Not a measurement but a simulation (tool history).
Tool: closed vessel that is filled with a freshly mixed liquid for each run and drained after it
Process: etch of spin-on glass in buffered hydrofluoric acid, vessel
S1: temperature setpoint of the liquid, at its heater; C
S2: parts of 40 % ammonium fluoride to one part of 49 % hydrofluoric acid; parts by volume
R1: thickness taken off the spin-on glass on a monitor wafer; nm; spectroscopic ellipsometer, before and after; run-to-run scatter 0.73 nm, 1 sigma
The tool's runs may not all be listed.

Run 1, hour 0.0: S1 24.0 C, S2 19.0 parts by volume, time in the liquid (s) 100. Result: R1 191.60 nm.
Run 2, hour 7.0: S1 24.0 C, S2 21.5 parts by volume, time in the liquid (s) 100. Result: R1 173.19 nm.
Run 3, hour 11.5: S1 23.5 C, S2 21.5 parts by volume, time in the liquid (s) 100. Result: R1 168.57 nm.
Run 4, hour 18.4: S1 23.5 C, S2 21.5 parts by volume, time in the liquid (s) 100. Result: R1 167.87 nm.
Run 5, hour 21.6: S1 21.5 C, S2 21.5 parts by volume, time in the liquid (s) 100. Result: R1 150.79 nm.
Run 6, hour 27.1: S1 21.5 C, S2 18.0 parts by volume, time in the liquid (s) 100. Result: R1 174.76 nm.
Run 7, hour 34.2: S1 21.0 C, S2 18.0 parts by volume, time in the liquid (s) 100. Result: R1 169.78 nm.
Run 8, hour 40.0: S1 20.5 C, S2 18.0 parts by volume, time in the liquid (s) 100. Result: R1 165.33 nm.
Run 9, hour 40.9: S1 20.0 C, S2 18.0 parts by volume, time in the liquid (s) 100. Result: R1 162.03 nm.
Run 10, hour 47.6: S1 19.5 C, S2 18.0 parts by volume, time in the liquid (s) 100. Result: R1 156.32 nm.
Run 11, hour 55.5: S1 19.0 C, S2 18.0 parts by volume, time in the liquid (s) 100. Result: R1 153.08 nm.

Forecast run 12:
Run 12, hour 64.2: S1 17.0 C, S2 19.0 parts by volume, time in the liquid (s) 100. Result: R1 ?.

R1: 129.09 nm
